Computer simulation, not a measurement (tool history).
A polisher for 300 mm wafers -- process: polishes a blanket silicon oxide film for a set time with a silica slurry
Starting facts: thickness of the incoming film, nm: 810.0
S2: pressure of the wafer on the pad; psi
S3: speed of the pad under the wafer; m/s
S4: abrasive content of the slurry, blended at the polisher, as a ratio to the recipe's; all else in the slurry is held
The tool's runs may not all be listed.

run 1 hour=0 | flow_of_slurry_(ml/min)=235 S2=3 S3=1.1 S4=1 polishing_time_(s)=47 | film_removed_(nm)=102.62
run 2 hour=1.6 | flow_of_slurry_(ml/min)=265 S2=3 S3=1.1 S4=1 polishing_time_(s)=47 | film_removed_(nm)=103.93
run 3 hour=9.5 | flow_of_slurry_(ml/min)=265 S2=2.8 S3=1.1 S4=1 polishing_time_(s)=47 | film_removed_(nm)=96.757
run 4 hour=18.2 | flow_of_slurry_(ml/min)=265 S2=3.2 S3=1.1 S4=1 polishing_time_(s)=47 | film_removed_(nm)=111.03
run 5 hour=24.7 | flow_of_slurry_(ml/min)=225 S2=3.2 S3=1.1 S4=1 polishing_time_(s)=47 | film_removed_(nm)=108.83
run 6 hour=31.2 | flow_of_slurry_(ml/min)=225 S2=3.2 S3=0.94 S4=1 polishing_time_(s)=47 | film_removed_(nm)=96.833
run 7 hour=38.5 | flow_of_slurry_(ml/min)=225 S2=3 S3=0.94 S4=1 polishing_time_(s)=47 | film_removed_(nm)=90.256

The next listed run, before its measurement:
run 8 hour=42.6 | flow_of_slurry_(ml/min)=225 S2=3 S3=0.94 S4=1 polishing_time_(s)=47 | film_removed_(nm)=?

{"run 8": {"film removed (nm)": 89.805}}
